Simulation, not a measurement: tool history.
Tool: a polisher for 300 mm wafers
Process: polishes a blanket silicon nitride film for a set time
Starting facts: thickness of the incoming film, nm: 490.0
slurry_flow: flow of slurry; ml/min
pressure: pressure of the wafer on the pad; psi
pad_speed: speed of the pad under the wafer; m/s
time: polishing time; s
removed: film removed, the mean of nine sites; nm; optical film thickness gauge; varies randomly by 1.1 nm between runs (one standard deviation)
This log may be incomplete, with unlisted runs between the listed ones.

{"run": 1, "day": 0.0, "slurry_flow": 170, "pressure": 3.1, "pad_speed": 1.22, "time": 66, "removed": 122.94}
{"run": 2, "day": 0.371, "slurry_flow": 170, "pressure": 3.6, "pad_speed": 1.22, "time": 66, "removed": 143.43}
{"run": 3, "day": 0.517, "slurry_flow": 135, "pressure": 3.6, "pad_speed": 1.22, "time": 66, "removed": 134.58}
{"run": 4, "day": 0.65, "slurry_flow": 130, "pressure": 3.4, "pad_speed": 1.22, "time": 66, "removed": 127.26}
{"day": 0.879, "done": "slurry nozzle cleaned"}
{"run": 5, "day": 0.879, "slurry_flow": 125, "pressure": 3.2, "pad_speed": 1.22, "time": 66, "removed": 128.62}
{"run": 6, "day": 1.108, "slurry_flow": 125, "pressure": 2.9, "pad_speed": 1.2, "time": 66, "removed": 114.06}
{"run": 7, "day": 1.329, "slurry_flow": 125, "pressure": 2.8, "pad_speed": 1.2, "time": 66, "removed": 114.27}

Run 8 comes next. What will it give?
{"run": 8, "day": 1.408, "slurry_flow": 125, "pressure": 2.7, "pad_speed": 1.2, "time": 66, "removed": "?"}

removed: 107.91 nm

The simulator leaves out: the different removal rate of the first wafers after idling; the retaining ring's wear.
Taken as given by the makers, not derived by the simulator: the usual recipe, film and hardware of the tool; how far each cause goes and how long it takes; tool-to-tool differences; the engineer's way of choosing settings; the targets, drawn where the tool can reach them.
